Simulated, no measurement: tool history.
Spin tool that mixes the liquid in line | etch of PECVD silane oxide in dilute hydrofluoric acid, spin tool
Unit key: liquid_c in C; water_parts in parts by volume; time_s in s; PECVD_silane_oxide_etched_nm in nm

run,hour,liquid_c,water_parts,time_s,PECVD_silane_oxide_etched_nm
1,0,22,110,15,3.1602
2,3.4,23,105,15,3.5088
3,5.7,24,100,15,3.7679
4,12.1,24,70,15,5.6685
5,19.9,24,45,15,9.1579
6,27.7,23.5,45,15,9.0015
7,33,23,50,15,7.8119

Forecast run 8:
8,40.7,19,50,15,?

{"run 8": {"PECVD_silane_oxide_etched_nm": 6.6827}}
